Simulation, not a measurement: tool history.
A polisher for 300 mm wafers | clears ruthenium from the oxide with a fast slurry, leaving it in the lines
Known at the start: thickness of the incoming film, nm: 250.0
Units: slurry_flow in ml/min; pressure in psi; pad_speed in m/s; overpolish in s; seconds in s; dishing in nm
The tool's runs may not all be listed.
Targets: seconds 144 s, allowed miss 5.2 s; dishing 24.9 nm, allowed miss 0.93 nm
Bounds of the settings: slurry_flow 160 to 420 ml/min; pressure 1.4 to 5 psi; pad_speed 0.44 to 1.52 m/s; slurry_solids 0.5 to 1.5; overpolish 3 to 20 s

run	hour	slurry_flow	pressure	pad_speed	slurry_solids	overpolish	seconds	dishing
1	0	270	3.2	0.98	1	10	66.325	29.264
2	3.1	270	2.8	0.94	1	11	77.732	28.107
3	10.8	270	2.5	0.9	1	12	91.365	26.238
4	11.7	270	2.3	0.88	1	13	100.12	25.451
5	15.1	270	2.3	0.88	1	16	101.16	30.49
6	23.6	325	2.3	0.88	1	16	98.31	31.299
7	24.7	320	2.1	0.86	1	16	110.55	28.171
8	31.9	320	2.1	0.86	1	16	108.09	28.484
9	37.6	315	2	0.86	1	16	114.32	26.584
10	46	315	1.9	0.86	1	17	119.54	27.631
11	51.2	310	1.8	0.86	1	17	124.91	26.085
12	58.3	300	1.7	0.86	1	17	133.72	25.269
13	62.6	300	1.7	0.86	1	17	133.55	25.145
14	69.2	290	1.7	0.86	1	17	134.45	24.963
15	77.4	280	1.7	0.86	1	17	135.43	24.603
16	79.1	255	1.5	0.86	1	18	155.99	23.399
17	80.7	310	1.5	0.86	1	18	151.63	23.767
18	85.6	315	1.5	0.86	1	18	154	23.886

5 next moves are on the table. One of them brings every result within its allowed miss. Which?
A	90.5	330	1.6	1.04	0.65	20	?	?
B	90.5	295	1.7	0.88	0.9	16	?	?
C	90.5	340	2.3	0.64	1	18	?	?
D	90.5	240	1.4	0.96	1.1	18	?	?
E	90.5	385	1.6	0.62	1.1	20	?	?

move	seconds	dishing
A	140.17	27.445
B	136.09	23.205
C	129.87	26.771
D	142.09	24.769
E	180.12	22.064
A: brings the result that was furthest off to its target, and leaves another outside
B: takes the result that was furthest off past its target
C: takes the result that was furthest off past its target
D: meets every target
E: further off than the last run
Move D is the one to make.
